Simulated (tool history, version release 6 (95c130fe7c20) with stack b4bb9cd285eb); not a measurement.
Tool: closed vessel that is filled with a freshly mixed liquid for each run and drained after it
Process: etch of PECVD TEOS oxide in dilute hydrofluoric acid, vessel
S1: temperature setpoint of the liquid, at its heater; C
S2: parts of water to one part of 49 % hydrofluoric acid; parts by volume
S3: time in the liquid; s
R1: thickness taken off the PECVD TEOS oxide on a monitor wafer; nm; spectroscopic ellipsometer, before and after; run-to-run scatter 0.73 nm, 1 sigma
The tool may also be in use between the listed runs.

| run | hour | S1 | S2 | S3 | R1 |
|---|---|---|---|---|---|
| 1 | 0 | 25 | 55 | 165 | 65.866 |
| 2 | 5.3 | 26 | 55 | 165 | 68.45 |
| 3 | 12.3 | 28.5 | 55 | 165 | 75.595 |
| 4 | 20.8 | 28.5 | 55 | 165 | 75.581 |
| 5 | 23.6 | 29 | 55 | 165 | 77.432 |
| 6 | 30.7 | 29 | 40 | 165 | 110.8 |
| 7 | 37.5 | 27.5 | 40 | 165 | 104.23 |
| 8 | 42.6 | 26.5 | 40 | 165 | 99.893 |
| 9 | 45.1 | 25.5 | 40 | 165 | 93.472 |
| 10 | 50.1 | 25.5 | 40 | 165 | 95.239 |
| 11 | 59.4 | 24.5 | 40 | 165 | 90.561 |
| 12 | 62.7 | 24.5 | 40 | 165 | 92.142 |
| 13 | 69.4 | 24 | 40 | 165 | 89.955 |
| 14 | 75.9 | 23.5 | 40 | 165 | 88.493 |

Predict the results of run 15:
| 15 | 84 | 23 | 40 | 165 | ? |

Run 15 gave R1 84.605 nm.
